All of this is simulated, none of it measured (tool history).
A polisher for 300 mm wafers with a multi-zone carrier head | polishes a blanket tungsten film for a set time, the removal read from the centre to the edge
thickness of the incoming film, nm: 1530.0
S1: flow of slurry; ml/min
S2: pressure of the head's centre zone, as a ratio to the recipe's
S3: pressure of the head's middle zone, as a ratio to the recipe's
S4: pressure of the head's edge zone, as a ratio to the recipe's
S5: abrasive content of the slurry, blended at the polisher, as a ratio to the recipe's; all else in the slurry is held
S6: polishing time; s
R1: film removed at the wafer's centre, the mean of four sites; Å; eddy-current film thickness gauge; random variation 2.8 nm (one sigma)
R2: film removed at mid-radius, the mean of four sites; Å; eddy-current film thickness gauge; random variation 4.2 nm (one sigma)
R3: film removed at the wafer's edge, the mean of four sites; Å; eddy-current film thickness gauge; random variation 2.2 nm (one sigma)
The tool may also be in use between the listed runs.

run,day,S1,S2,S3,S4,S5,S6,R1,R2,R3
1,0.000,205,1.00,1.00,1.00,1.00,60,2419.4,2378.8,2388.8
2,0.288,220,1.00,1.06,1.03,1.15,63,2709.5,2762.2,2652.9
3,0.392,220,0.95,1.06,1.03,1.15,63,2548.7,2797.0,2661.2
4,0.738,235,0.96,1.10,1.06,1.25,64,2704.4,2924.8,2817.2
5,0.904,235,0.96,1.10,1.06,1.25,52,2196.0,2429.6,2282.9
6,1.021,235,0.96,1.18,1.06,1.25,52,2214.2,2580.5,2279.6

The next listed run, before its measurement:
7,1.321,240,0.96,1.18,1.04,1.35,58,?,?,?

Run 7 gave R1 2535.8 Å, R2 2937.0 Å, R3 2602.1 Å.

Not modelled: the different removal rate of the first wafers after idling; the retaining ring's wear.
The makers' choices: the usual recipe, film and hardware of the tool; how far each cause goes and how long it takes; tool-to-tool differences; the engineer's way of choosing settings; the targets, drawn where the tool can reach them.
